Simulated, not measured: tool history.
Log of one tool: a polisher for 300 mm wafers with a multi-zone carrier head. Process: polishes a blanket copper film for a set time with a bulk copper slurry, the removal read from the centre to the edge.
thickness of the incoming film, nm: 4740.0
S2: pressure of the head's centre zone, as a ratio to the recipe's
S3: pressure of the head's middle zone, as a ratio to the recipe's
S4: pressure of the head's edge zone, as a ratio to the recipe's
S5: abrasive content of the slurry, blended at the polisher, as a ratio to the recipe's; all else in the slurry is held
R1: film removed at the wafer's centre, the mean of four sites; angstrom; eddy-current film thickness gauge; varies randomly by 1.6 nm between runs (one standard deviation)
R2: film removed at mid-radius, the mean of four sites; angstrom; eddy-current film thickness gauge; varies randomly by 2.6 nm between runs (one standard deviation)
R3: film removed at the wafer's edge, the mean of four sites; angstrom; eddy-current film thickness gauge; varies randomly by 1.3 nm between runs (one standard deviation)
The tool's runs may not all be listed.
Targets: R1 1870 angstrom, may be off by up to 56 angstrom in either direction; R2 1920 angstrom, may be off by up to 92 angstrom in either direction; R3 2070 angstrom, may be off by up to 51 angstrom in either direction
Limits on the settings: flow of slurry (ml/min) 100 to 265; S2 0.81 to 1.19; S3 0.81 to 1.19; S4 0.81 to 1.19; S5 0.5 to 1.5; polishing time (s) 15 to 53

Run 1, day 0: flow of slurry (ml/min) 170, S2 1, S3 1, S4 1, S5 1, polishing time (s) 34. Result: R1 3312.3 angstrom, R2 3263.2 angstrom, R3 3306.2 angstrom.
Run 2, day 0.221: flow of slurry (ml/min) 165, S2 0.98, S3 0.99, S4 0.99, S5 0.95, polishing time (s) 33. Result: R1 3014.8 angstrom, R2 3074.3 angstrom, R3 3130 angstrom.
Run 3, day 0.583: flow of slurry (ml/min) 165, S2 0.98, S3 0.99, S4 0.99, S5 0.95, polishing time (s) 26. Result: R1 2366 angstrom, R2 2437.5 angstrom, R3 2445.2 angstrom.
Run 4, day 0.742: flow of slurry (ml/min) 165, S2 0.98, S3 0.99, S4 0.99, S5 0.95, polishing time (s) 33. Result: R1 2963.6 angstrom, R2 3057.5 angstrom, R3 3142.4 angstrom.
At day 0.883: edge zone pressure recalibrated.
Run 5, day 0.883: flow of slurry (ml/min) 205, S2 0.98, S3 0.99, S4 0.99, S5 0.95, polishing time (s) 33. Result: R1 3113.6 angstrom, R2 3223.2 angstrom, R3 3088.6 angstrom.
Run 6, day 1.025: flow of slurry (ml/min) 200, S2 0.97, S3 0.97, S4 0.98, S5 0.9, polishing time (s) 32. Result: R1 2996.8 angstrom, R2 2925.6 angstrom, R3 2963.8 angstrom.
Run 7, day 1.229: flow of slurry (ml/min) 200, S2 0.95, S3 0.97, S4 0.97, S5 0.85, polishing time (s) 31. Result: R1 2713.9 angstrom, R2 2748.2 angstrom, R3 2749 angstrom.
Run 8, day 1.362: flow of slurry (ml/min) 150, S2 0.85, S3 0.87, S4 0.87, S5 0.6, polishing time (s) 30. Result: R1 1977.2 angstrom, R2 2063.9 angstrom, R3 2150.1 angstrom.
Run 9, day 1.671: flow of slurry (ml/min) 110, S2 0.84, S3 0.83, S4 0.87, S5 0.6, polishing time (s) 30. Result: R1 1803.9 angstrom, R2 1868.6 angstrom, R3 2042.5 angstrom.

Which one of the following 5 next-run settings gets every result inside its allowed miss? There is exactly one.
Run A, day 1.979: flow of slurry (ml/min) 110, S2 0.88, S3 0.87, S4 0.89, S5 0.6, polishing time (s) 30. Result: R1 ?, R2 ?, R3 ?.
Run B, day 1.979: flow of slurry (ml/min) 100, S2 0.83, S3 0.87, S4 0.86, S5 0.7, polishing time (s) 29. Result: R1 ?, R2 ?, R3 ?.
Run C, day 1.979: flow of slurry (ml/min) 135, S2 0.81, S3 0.85, S4 0.93, S5 0.55, polishing time (s) 29. Result: R1 ?, R2 ?, R3 ?.
Run D, day 1.979: flow of slurry (ml/min) 110, S2 0.83, S3 0.88, S4 0.94, S5 0.5, polishing time (s) 31. Result: R1 ?, R2 ?, R3 ?.
Run E, day 1.979: flow of slurry (ml/min) 100, S2 0.81, S3 0.91, S4 0.98, S5 0.55, polishing time (s) 31. Result: R1 ?, R2 ?, R3 ?.

move      R1      R2      R3
   A    1865  1928.5  2067.4
   B  1743.2  1922.4  2049.4
   C    1701  1861.5    2040
   D  1666.6  1845.8  2009.5
   E  1644.3  1928.3  2103.2
A: all results land within tolerance of their targets
B: further off than the last run
C: further off than the last run
D: further off than the last run
E: further off than the last run
A is the move that brings every result within its allowed miss.
